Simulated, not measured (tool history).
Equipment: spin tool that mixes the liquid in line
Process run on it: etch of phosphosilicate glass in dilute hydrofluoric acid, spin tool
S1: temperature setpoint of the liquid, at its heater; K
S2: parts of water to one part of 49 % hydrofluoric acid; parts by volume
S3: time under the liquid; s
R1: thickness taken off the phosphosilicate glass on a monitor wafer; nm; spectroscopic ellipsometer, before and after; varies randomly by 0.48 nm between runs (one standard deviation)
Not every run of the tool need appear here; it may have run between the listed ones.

run,hour,S1,S2,S3,R1
1,0,296.15,65,55,131.62
2,3.7,296.15,50,55,174.05
3,8.2,294.65,50,55,163.64
4,12.6,294.15,55,55,145.38
5,20.3,294.15,55,55,145.3
6,26.8,297.15,55,55,164.51
7,29,293.15,80,55,93.198
8,37.8,292.65,80,55,90.29
9,40,292.15,80,55,89.32

The next listed run, before its measurement:
10,43.5,291.15,80,55,?

R1: 85.999 nm
